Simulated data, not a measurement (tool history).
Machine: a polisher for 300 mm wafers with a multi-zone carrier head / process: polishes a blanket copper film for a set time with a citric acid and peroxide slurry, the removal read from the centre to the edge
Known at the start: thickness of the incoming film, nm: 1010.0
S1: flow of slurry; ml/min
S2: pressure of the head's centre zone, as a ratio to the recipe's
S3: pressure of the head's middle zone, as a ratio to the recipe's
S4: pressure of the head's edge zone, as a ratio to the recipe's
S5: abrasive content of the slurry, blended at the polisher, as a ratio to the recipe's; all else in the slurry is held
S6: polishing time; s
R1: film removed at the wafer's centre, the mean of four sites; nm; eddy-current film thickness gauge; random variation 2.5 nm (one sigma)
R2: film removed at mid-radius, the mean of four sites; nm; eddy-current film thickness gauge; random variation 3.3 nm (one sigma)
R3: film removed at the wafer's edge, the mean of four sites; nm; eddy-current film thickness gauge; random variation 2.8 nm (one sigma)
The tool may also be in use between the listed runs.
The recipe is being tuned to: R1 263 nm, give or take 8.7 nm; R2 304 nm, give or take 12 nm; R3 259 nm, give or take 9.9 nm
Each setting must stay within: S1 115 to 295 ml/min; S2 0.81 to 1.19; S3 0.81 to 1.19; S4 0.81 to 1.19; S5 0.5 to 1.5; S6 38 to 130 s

run,hour,S1,S2,S3,S4,S5,S6,R1,R2,R3
1,0,190,1,1,1,1,84,202.12,206.85,205.17
2,5.3,200,1.01,1.04,1.01,1.1,85,209.44,229.4,214.54
3,13.7,205,1.04,1.06,1.03,1.15,86,224.26,234.48,227.31
4,19.4,205,1.04,1.06,1.03,1.15,77,201.28,208.31,196.29
5,25.8,160,1.04,1.06,1.03,1.15,77,191.56,201.52,194.27
6,29.7,175,1.05,1.09,1.03,1.2,79,204.58,216.15,197.75
7,30.7,190,1.05,1.11,1.05,1.25,81,209.16,225.31,214.27
8,31.3,200,1.05,1.13,1.03,1.3,84,227.29,245.04,220.88
9,38,210,1.04,1.14,1.03,1.35,86,236.34,254.55,229.68
# hour 41.5: slurry nozzle cleaned
10,41.5,215,1.03,1.15,1.03,1.4,88,246.52,276.48,245.22

Exercise: of the 5 proposed moves below, exactly one satisfies all targets within the stated allowed misses. Which move is it?
A,45,280,1.08,1.1,1.07,1.5,84,?,?,?
B,45,145,1.09,1.19,1.02,1.35,86,?,?,?
C,45,195,1.04,1.19,1.03,1.5,92,?,?,?
D,45,215,0.95,1.19,0.9,1.35,89,?,?,?
E,45,205,0.99,1.19,1,1.35,83,?,?,?

move,R1,R2,R3
A,263.66,268.79,248.36
B,240.97,263.06,226.94
C,265.6,301.84,258.29
D,233.23,289.04,231.57
E,224.8,267.8,225.54
A: lands further from the targets than the last run did
B: lands further from the targets than the last run did
C: every result within its allowed miss
D: lands further from the targets than the last run did
E: lands further from the targets than the last run did
The right move is C.
